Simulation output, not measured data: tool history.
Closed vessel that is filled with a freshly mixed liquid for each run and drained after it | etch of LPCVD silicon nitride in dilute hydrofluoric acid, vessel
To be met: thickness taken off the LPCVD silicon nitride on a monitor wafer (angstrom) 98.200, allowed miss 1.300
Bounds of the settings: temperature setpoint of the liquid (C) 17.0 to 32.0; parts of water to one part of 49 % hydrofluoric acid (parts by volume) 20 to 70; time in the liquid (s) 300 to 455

| run | hour | temperature setpoint of the liquid (C) | parts of water to one part of 49 % hydrofluoric acid (parts by volume) | time in the liquid (s) | thickness taken off the LPCVD silicon nitride on a monitor wafer (angstrom) |
|---|---|---|---|---|---|
| 1 | 0.0 | 24.0 | 40 | 455 | 59.663 |
| 2 | 2.4 | 24.0 | 40 | 300 | 39.525 |
| 3 | 6.1 | 21.0 | 40 | 300 | 32.318 |
| 4 | 12.9 | 22.0 | 40 | 300 | 34.423 |
| 5 | 18.8 | 20.5 | 40 | 300 | 30.973 |
| 6 | 27.0 | 20.5 | 40 | 455 | 46.959 |
| 7 | 32.7 | 21.5 | 40 | 455 | 50.118 |
| 8 | 36.1 | 22.5 | 40 | 455 | 53.908 |
| 9 | 39.4 | 23.5 | 40 | 455 | 57.602 |
| 10 | 45.7 | 24.0 | 40 | 455 | 59.479 |
| 11 | 55.4 | 24.5 | 40 | 455 | 61.943 |
| 12 | 61.3 | 28.5 | 40 | 455 | 80.286 |

5 next moves are on the table. One of them brings every result within its allowed miss. Which?
| A | 67.2 | 29.5 | 30 | 380 | ? |
| B | 67.2 | 31.5 | 30 | 345 | ? |
| C | 67.2 | 28.0 | 40 | 380 | ? |
| D | 67.2 | 32.0 | 40 | 425 | ? |
| E | 67.2 | 27.5 | 25 | 385 | ? |

| move | thickness taken off the LPCVD silicon nitride on a monitor wafer (angstrom) |
|---|---|
| A | 95.626 |
| B | 98.881 |
| C | 65.428 |
| D | 94.858 |
| E | 101.290 |
A: nearer than the last run, and not there yet
B: meets every target
C: further off than the last run
D: nearer than the last run, and not there yet
E: takes the result that was furthest off past its target
Answer: B
